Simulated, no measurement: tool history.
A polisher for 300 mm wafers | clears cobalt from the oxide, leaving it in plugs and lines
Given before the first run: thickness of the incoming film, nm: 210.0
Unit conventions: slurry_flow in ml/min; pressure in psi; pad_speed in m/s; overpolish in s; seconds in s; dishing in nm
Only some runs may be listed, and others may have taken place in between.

| run | day | slurry_flow | pressure | pad_speed | overpolish | seconds | dishing |
|---|---|---|---|---|---|---|---|
| 1 | 0 | 280 | 1.9 | 1.22 | 17 | 47.737 | 37.079 |
| 2 | 0.038 | 280 | 1.6 | 1.22 | 17 | 53.348 | 35.194 |
| 3 | 0.125 | 280 | 1.6 | 1.22 | 10 | 55.285 | 28.284 |
| 4 | 0.167 | 280 | 1.9 | 1.22 | 10 | 47.702 | 30.507 |
| 5 | 0.538 | 280 | 2.2 | 1.26 | 10 | 42.607 | 31.985 |
| 6 | 0.608 | 280 | 2.4 | 1.34 | 10 | 37.828 | 33.562 |
| 7 | 0.954 | 280 | 2.6 | 1.4 | 10 | 32.653 | 35.935 |
| 8 | 1 | 280 | 3 | 1.42 | 10 | 29.66 | 35.819 |

Run 9, settings as shown, results not yet in. Your forecast:
|  | 1.321 | worn pad replaced by a new one |
| 9 | 1.321 | 280 | 3 | 1.42 | 10 | ? | ? |

seconds: 27.7 s
dishing: 37.008 nm
